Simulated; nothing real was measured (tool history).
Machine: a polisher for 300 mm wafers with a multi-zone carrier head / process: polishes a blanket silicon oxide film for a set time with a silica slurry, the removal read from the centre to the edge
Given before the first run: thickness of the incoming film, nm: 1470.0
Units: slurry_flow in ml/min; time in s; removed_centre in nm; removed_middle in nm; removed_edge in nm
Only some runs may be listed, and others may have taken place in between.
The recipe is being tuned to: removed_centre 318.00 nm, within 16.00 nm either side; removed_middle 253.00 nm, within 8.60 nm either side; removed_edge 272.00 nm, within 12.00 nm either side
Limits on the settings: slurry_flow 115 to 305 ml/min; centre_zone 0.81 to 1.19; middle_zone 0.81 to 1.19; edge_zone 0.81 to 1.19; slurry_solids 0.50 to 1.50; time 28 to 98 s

Run 1, day 0.000: slurry_flow 195 ml/min, centre_zone 1.00, middle_zone 1.00, edge_zone 1.00, slurry_solids 1.00, time 63 s. Result: removed_centre 184.97 nm, removed_middle 191.16 nm, removed_edge 190.05 nm.
Run 2, day 0.267: slurry_flow 195 ml/min, centre_zone 1.00, middle_zone 0.94, edge_zone 1.00, slurry_solids 1.00, time 63 s. Result: removed_centre 183.64 nm, removed_middle 179.44 nm, removed_edge 187.93 nm.
Run 3, day 0.621: slurry_flow 155 ml/min, centre_zone 1.00, middle_zone 0.94, edge_zone 1.00, slurry_solids 1.00, time 63 s. Result: removed_centre 177.55 nm, removed_middle 172.24 nm, removed_edge 181.76 nm.
Run 4, day 0.783: slurry_flow 155 ml/min, centre_zone 1.00, middle_zone 0.94, edge_zone 1.07, slurry_solids 1.00, time 63 s. Result: removed_centre 177.60 nm, removed_middle 173.78 nm, removed_edge 190.25 nm.
Run 5, day 1.075: slurry_flow 155 ml/min, centre_zone 1.00, middle_zone 0.94, edge_zone 1.00, slurry_solids 1.00, time 63 s. Result: removed_centre 179.98 nm, removed_middle 172.48 nm, removed_edge 179.70 nm.
Run 6, day 1.212: slurry_flow 155 ml/min, centre_zone 1.00, middle_zone 0.94, edge_zone 1.00, slurry_solids 0.80, time 63 s. Result: removed_centre 160.73 nm, removed_middle 155.19 nm, removed_edge 164.97 nm.
Run 7, day 1.525: slurry_flow 155 ml/min, centre_zone 1.00, middle_zone 0.94, edge_zone 1.00, slurry_solids 0.80, time 63 s. Result: removed_centre 163.64 nm, removed_middle 157.37 nm, removed_edge 166.82 nm.
Run 8, day 1.783: slurry_flow 160 ml/min, centre_zone 1.02, middle_zone 0.94, edge_zone 1.01, slurry_solids 0.85, time 64 s. Result: removed_centre 170.26 nm, removed_middle 166.36 nm, removed_edge 170.72 nm.
Run 9, day 1.829: slurry_flow 155 ml/min, centre_zone 1.03, middle_zone 0.93, edge_zone 1.01, slurry_solids 0.90, time 66 s. Result: removed_centre 179.55 nm, removed_middle 171.33 nm, removed_edge 182.92 nm.
Run 10, day 2.104: slurry_flow 160 ml/min, centre_zone 1.05, middle_zone 0.92, edge_zone 1.00, slurry_solids 0.95, time 67 s. Result: removed_centre 195.52 nm, removed_middle 178.00 nm, removed_edge 188.47 nm.
Run 11, day 2.233: slurry_flow 205 ml/min, centre_zone 1.15, middle_zone 0.95, edge_zone 1.10, slurry_solids 1.20, time 70 s. Result: removed_centre 258.94 nm, removed_middle 218.88 nm, removed_edge 233.25 nm.
Run 12, day 2.458: slurry_flow 210 ml/min, centre_zone 1.15, middle_zone 0.95, edge_zone 1.10, slurry_solids 1.25, time 70 s. Result: removed_centre 254.63 nm, removed_middle 222.79 nm, removed_edge 236.43 nm.
Run 13, day 2.725: slurry_flow 210 ml/min, centre_zone 1.15, middle_zone 0.94, edge_zone 1.09, slurry_solids 1.25, time 71 s. Result: removed_centre 262.39 nm, removed_middle 222.84 nm, removed_edge 244.72 nm.
Run 14, day 3.075: slurry_flow 215 ml/min, centre_zone 1.15, middle_zone 0.94, edge_zone 1.07, slurry_solids 1.25, time 71 s. Result: removed_centre 261.55 nm, removed_middle 219.81 nm, removed_edge 245.18 nm.
Run 15, day 3.338: slurry_flow 210 ml/min, centre_zone 1.15, middle_zone 0.94, edge_zone 1.07, slurry_solids 1.25, time 72 s. Result: removed_centre 270.05 nm, removed_middle 222.96 nm, removed_edge 243.59 nm.

Exactly one of the 4 candidate moves below puts every result within its allowed miss. Which one?
Run A, day 3.600: slurry_flow 165 ml/min, centre_zone 1.18, middle_zone 1.16, edge_zone 1.08, slurry_solids 1.50, time 71 s. Result: removed_centre ?, removed_middle ?, removed_edge ?.
Run B, day 3.600: slurry_flow 235 ml/min, centre_zone 1.08, middle_zone 0.87, edge_zone 1.13, slurry_solids 1.35, time 74 s. Result: removed_centre ?, removed_middle ?, removed_edge ?.
Run C, day 3.600: slurry_flow 225 ml/min, centre_zone 1.12, middle_zone 1.11, edge_zone 1.04, slurry_solids 1.30, time 74 s. Result: removed_centre ?, removed_middle ?, removed_edge ?.
Run D, day 3.600: slurry_flow 170 ml/min, centre_zone 1.17, middle_zone 0.92, edge_zone 0.97, slurry_solids 1.15, time 88 s. Result: removed_centre ?, removed_middle ?, removed_edge ?.

move  removed_centre  removed_middle  removed_edge
   A          273.31          270.94        255.01
   B          265.10          224.57        272.97
   C          270.03          270.38        256.44
   D          305.55          251.29        273.78
A: the result that was furthest off in the last run now lies on the other side of its target
B: an improvement on the last run, though not all results are within tolerance
C: the result that was furthest off in the last run now lies on the other side of its target
D: every result lands within tolerance
Answer: D
